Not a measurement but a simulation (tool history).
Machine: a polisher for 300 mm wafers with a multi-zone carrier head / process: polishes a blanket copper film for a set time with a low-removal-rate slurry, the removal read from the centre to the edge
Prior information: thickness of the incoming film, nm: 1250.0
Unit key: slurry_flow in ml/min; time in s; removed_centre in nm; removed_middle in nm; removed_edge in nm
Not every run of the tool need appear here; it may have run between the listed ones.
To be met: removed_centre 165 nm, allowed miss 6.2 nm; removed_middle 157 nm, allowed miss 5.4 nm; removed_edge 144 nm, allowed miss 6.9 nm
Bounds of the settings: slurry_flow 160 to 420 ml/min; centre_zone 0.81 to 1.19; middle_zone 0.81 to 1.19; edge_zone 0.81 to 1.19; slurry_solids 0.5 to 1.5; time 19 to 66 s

run  hour  slurry_flow  centre_zone  middle_zone  edge_zone  slurry_solids  time  removed_centre  removed_middle  removed_edge
  1     0          270            1            1          1              1    42          100.22          97.635        101.39
  2   3.3          275         1.02         1.02          1           1.05    43          108.01          103.93        106.86
  3  11.5          280         1.03         1.04          1            1.1    43          109.53          104.19        106.55
  4  12.4          280         1.03         1.08          1            1.1    43           107.8          107.73        105.07
  5  21.2          280         1.03         1.08       0.97            1.1    43           110.2             108        107.68
  6  22.4          280         1.03         1.08          1            1.1    43          110.06          108.31        108.03
  7  30.3          285         1.04         1.09       0.99            1.1    44          109.67          112.56        109.77
  8  37.1          285         1.06          1.1       0.98           1.15    45          119.98          115.93        110.96
  9  38.4          285         1.06          1.1       0.98            1.2    46          122.69          118.96        114.24
 10  46.2          285         1.06          1.1       0.98            1.2    47          121.61          120.04        119.17
 11  46.8          290         1.07         1.11       0.98            1.2    48          126.25          125.16        119.74
 12  53.7          290         1.08         1.11       0.98            1.2    49          131.91          125.63        122.17
 13  60.2          290         1.09         1.12       0.98            1.2    50          136.24          131.36        125.03
 14  61.3          290          1.1         1.13       0.98            1.2    51          141.63           135.3        130.38
 15  65.7          330         1.15         1.19       0.95           1.45    52          155.78          148.99        129.49
 16    71          330         1.15         1.19       0.96           1.45    52          156.92          148.76        134.47

Exercise: of the 4 proposed moves below, exactly one satisfies all targets within the stated allowed misses. Which move is it?
  A  76.3          315         1.16          1.1       0.96           1.35    55               ?               ?             ?
  B  76.3          310         1.16         1.19       0.99            1.4    55               ?               ?             ?
  C  76.3          410          1.1         1.04       1.09            1.5    53               ?               ?             ?
  D  76.3          320         1.19         1.05       0.94            1.3    54               ?               ?             ?

move  removed_centre  removed_middle  removed_edge
   A          162.79          145.44        140.15
   B          163.78          155.73         142.9
   C          154.53          139.17        148.63
   D          163.02          136.84        135.51
A: lands further from the targets than the last run did
B: meets every target
C: lands further from the targets than the last run did
D: lands further from the targets than the last run did
B is the move that brings every result within its allowed miss.
